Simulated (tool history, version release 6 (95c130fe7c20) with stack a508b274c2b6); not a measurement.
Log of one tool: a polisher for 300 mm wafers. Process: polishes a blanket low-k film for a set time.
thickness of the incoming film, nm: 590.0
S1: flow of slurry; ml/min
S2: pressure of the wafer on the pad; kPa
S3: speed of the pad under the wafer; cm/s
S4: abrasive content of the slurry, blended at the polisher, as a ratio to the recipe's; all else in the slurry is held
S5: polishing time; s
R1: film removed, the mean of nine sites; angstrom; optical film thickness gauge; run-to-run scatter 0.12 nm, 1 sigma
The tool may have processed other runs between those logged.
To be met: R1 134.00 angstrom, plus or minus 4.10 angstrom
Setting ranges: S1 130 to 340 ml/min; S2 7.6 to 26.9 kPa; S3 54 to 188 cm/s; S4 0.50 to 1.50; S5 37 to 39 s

run  hour   S1    S2   S3    S4  S5      R1
  1   0.0  220  17.2  120  1.00  37  176.91
  2   7.6  220  17.2  120  1.00  37  179.87
  3  13.4  220  15.9  120  1.00  37  165.55
  4  19.1  220  15.2  120  1.00  37  160.95
  5  21.4  220  15.2  120  1.00  37  160.35
  6  23.0  220  14.5  120  1.00  37  156.58
     29.2  -- slurry nozzle cleaned
  7  29.2  220  13.8  120  1.00  37  152.56
  8  29.8  210  11.0  120  1.00  37  128.62
  9  35.1  215  11.0  120  1.00  37  128.98
 10  39.0  220  11.0  120  1.00  37  129.82

Below are 5 possible settings for the next run. Only one of them brings all results inside the allowed miss of their targets. Which is it?
  A  42.9  280  11.7  124  0.70  39   ?
  B  42.9  235  11.0  108  1.00  39   ?
  C  42.9  235  11.0  128  0.70  37   ?
  D  42.9  220  11.0  112  1.00  37   ?
  E  42.9  195   9.7  122  1.05  38   ?

move      R1
   A  134.97
   B  127.00
   C  123.26
   D  123.10
   E  122.84
A: meets every target
B: the biggest miss grows against the last run
C: the biggest miss grows against the last run
D: the biggest miss grows against the last run
E: the biggest miss grows against the last run
Answer: A
